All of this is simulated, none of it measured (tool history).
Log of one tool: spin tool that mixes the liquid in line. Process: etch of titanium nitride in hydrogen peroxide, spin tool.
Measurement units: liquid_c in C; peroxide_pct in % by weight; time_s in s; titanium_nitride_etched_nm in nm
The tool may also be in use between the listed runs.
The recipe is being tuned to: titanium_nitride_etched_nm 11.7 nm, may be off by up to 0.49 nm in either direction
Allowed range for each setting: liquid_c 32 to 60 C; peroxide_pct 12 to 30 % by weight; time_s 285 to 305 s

run	hour	liquid_c	peroxide_pct	time_s	titanium_nitride_etched_nm
1	0	44	20.5	285	4.5172
2	8.5	44	20.5	285	4.4778
3	15.6	44	24	285	4.6306
4	21.4	44	24	285	4.7157
5	24.2	46.5	24	285	5.7212
6	31.3	52	24	285	8.4877
7	32.3	53	24	285	9.0379
8	33.6	53.5	24	285	9.4069
9	40.4	54	24	285	9.6514
10	49	54.5	24	285	10.302
11	54.1	54.5	24	285	10.019
12	59	55	24	285	10.117
13	61.5	55	24	285	10.627
14	67.7	55.5	24	285	10.57
15	75.5	56	24	285	10.889

Of the 4 settings listed for the next run, only one would bring every result within its allowed miss of target. Which one?
A	83.3	56.5	27	305	?
B	83.3	55	23.5	285	?
C	83.3	56	20.5	305	?
D	83.3	57	26.5	305	?

move	titanium_nitride_etched_nm
A	12.541
B	10.24
C	11.41
D	12.93
A: the result that was furthest off in the last run now lies on the other side of its target
B: moves away from the targets compared with the last run
C: meets every target
D: the result that was furthest off in the last run now lies on the other side of its target
Move C is the one to make.

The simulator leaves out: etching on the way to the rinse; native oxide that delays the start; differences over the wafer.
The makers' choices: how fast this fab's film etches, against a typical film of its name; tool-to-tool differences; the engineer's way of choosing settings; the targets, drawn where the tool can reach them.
